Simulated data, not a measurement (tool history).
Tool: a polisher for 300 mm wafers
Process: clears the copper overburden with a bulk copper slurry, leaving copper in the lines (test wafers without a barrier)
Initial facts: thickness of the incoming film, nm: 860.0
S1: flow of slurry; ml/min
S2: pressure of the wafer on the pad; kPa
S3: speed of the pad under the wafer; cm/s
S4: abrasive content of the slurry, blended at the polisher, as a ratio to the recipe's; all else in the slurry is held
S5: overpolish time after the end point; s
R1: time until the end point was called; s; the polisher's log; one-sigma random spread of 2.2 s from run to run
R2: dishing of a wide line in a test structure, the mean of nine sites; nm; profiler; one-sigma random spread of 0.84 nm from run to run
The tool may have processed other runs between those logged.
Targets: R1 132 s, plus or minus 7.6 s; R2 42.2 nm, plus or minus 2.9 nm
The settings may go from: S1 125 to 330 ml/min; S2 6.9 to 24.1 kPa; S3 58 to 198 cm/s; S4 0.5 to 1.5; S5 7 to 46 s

run  hour   S1    S2   S3  S4  S5      R1      R2
  1     0  210  15.2  128   1  24  82.103  45.125
  2     3  210  15.2  128   1  29   79.43  49.874
  3  11.7  210  12.4  128   1  29  100.42  46.319
  4  20.6  210  11.7  128   1  28  107.39  45.038
  5  22.4  210  15.9  128   1  28  77.139  48.241
  6  24.5  175  15.9  128   1  28  81.241   48.06
  7  31.3  170  14.5  128   1  27  89.176  46.968
  8  37.9  170  13.1  128   1  26  96.618  45.469
  9  43.7  170  12.4  128   1  26  106.45  46.467
 10  47.1  175  11.7  128   1  24  106.39  43.029
 11  55.9  175    11  128   1  25   115.8  42.263
 12  62.7  175  10.3  128   1  26  124.09  41.613
 13  67.2  175  10.3  128   1  27  121.11   42.65

Which of these 4 next moves meets every target?
  A  71.7  145  13.1  112  0.95  33   ?   ?
  B  71.7  160  13.1  122  0.85  29   ?   ?
  C  71.7  215   8.3  138  1.25  38   ?   ?
  D  71.7  130   9.7  160     1  25   ?   ?

move      R1      R2
   A  112.48   46.35
   B  107.51  45.916
   C  128.23  42.921
   D  116.14  42.373
A: the biggest miss grows against the last run
B: the biggest miss grows against the last run
C: every result within its allowed miss
D: the biggest miss grows against the last run
So the answer is move C, the one that meets all the targets.
